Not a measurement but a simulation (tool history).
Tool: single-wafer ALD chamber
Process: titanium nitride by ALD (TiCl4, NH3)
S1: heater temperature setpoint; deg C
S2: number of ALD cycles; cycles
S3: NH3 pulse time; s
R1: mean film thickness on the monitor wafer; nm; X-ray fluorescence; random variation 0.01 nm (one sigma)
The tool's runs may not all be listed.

| run | hour | S1 | S2 | S3 | R1 |
|---|---|---|---|---|---|
| 1 | 0 | 380 | 141 | 2.28 | 3.2782 |
| 2 | 7 | 380 | 141 | 2.28 | 3.2611 |
| 3 | 12.1 | 376 | 141 | 2.06 | 3.2442 |
| 4 | 19.5 | 376 | 141 | 1.46 | 3.1113 |
| 5 | 24.8 | 376 | 141 | 1.93 | 3.2342 |
| 6 | 29.9 | 377 | 141 | 1.77 | 3.1875 |
| 7 | 37 | 378 | 141 | 1.63 | 3.1717 |
| 8 | 45 | 375 | 141 | 1.51 | 3.1247 |
| 9 | 53.4 | 375 | 141 | 1.41 | 3.1049 |
| 10 | 60.5 | 375 | 141 | 1.33 | 3.0759 |

Run 11 comes next. What will it give?
| 11 | 68.2 | 375 | 141 | 1.28 | ? |

R1: 3.0513 nm
